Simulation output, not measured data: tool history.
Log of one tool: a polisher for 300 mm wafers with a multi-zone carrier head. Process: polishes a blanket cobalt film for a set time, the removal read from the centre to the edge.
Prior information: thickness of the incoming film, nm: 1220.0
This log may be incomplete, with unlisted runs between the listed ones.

run,hour,flow of slurry (ml/min),pressure of the head's centre zone,pressure of the head's middle zone,pressure of the head's edge zone,polishing time (s),film removed at the wafer's centre (Å),film removed at mid-radius (Å),film removed at the wafer's edge (Å)
1,0,205,1,1,1,60,4084.2,4212.6,4174.6
2,7.7,205,1,1,1,52,3595.2,3660.6,3638.5
3,16.4,180,1,1,1,52,3527,3628.5,3607.2
4,22.7,180,1,1.06,1,52,3547,3720.8,3606.6
5,27,190,1.03,1.06,1.02,53,3769.8,3821.2,3743.2
6,28.3,200,1.05,1.07,1.04,53,3849.8,3850.1,3755.8

Expected results for the next run?
7,34.9,205,1.07,1.07,1.06,54,?,?,?

film removed at the wafer's centre (Å): 3997.3
film removed at mid-radius (Å): 3955.5
film removed at the wafer's edge (Å): 3917.9

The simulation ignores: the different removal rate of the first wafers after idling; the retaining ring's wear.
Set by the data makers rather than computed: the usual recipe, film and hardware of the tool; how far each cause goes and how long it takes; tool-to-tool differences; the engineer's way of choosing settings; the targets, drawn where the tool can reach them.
